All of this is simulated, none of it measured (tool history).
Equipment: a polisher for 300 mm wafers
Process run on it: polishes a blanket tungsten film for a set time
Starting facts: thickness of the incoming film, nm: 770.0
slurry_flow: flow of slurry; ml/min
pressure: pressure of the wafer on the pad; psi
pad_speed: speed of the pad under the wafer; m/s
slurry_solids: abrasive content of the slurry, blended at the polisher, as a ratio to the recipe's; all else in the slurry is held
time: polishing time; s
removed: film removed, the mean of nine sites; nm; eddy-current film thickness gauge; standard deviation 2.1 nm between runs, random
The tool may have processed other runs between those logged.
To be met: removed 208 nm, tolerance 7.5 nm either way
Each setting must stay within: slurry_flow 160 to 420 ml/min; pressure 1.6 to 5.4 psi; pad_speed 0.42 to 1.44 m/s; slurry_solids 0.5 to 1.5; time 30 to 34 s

| run | hour | slurry_flow | pressure | pad_speed | slurry_solids | time | removed |
|---|---|---|---|---|---|---|---|
| 1 | 0 | 270 | 3.5 | 0.92 | 1 | 34 | 130.59 |
| 2 | 4.5 | 270 | 3.5 | 0.92 | 1 | 30 | 113.76 |
| 3 | 10.5 | 270 | 3.5 | 0.92 | 1 | 34 | 129.11 |
| 4 | 11.6 | 270 | 3.9 | 0.92 | 1 | 34 | 142.94 |
| 5 | 14.4 | 270 | 4.2 | 0.92 | 1 | 34 | 147.59 |
| 6 | 22.7 | 235 | 4.2 | 0.92 | 1 | 34 | 147.85 |
| 7 | 26.9 | 235 | 5.2 | 0.94 | 1 | 34 | 169.83 |
| 8 | 32.6 | 235 | 5.2 | 0.98 | 1 | 34 | 181.11 |
|  | 33.5 | head pressure recalibrated |
| 9 | 33.5 | 235 | 5.2 | 1 | 1 | 34 | 188.2 |

Which one of the following 5 next-run settings gets every result inside its allowed miss? There is exactly one.
| A | 34.4 | 235 | 5.4 | 0.96 | 1.1 | 34 | ? |
| B | 34.4 | 210 | 5.4 | 1.08 | 1 | 34 | ? |
| C | 34.4 | 305 | 5.3 | 1.04 | 1.3 | 30 | ? |
| D | 34.4 | 210 | 5.3 | 1.08 | 1.2 | 31 | ? |
| E | 34.4 | 260 | 4.6 | 0.96 | 0.9 | 34 | ? |

| move | removed |
|---|---|
| A | 190.21 |
| B | 206.38 |
| C | 190.3 |
| D | 192.35 |
| E | 165.82 |
A: better than the last run, though not everything is in spec
B: in spec on every target
C: better than the last run, though not everything is in spec
D: better than the last run, though not everything is in spec
E: lands further from the targets than the last run did
The right move is B.
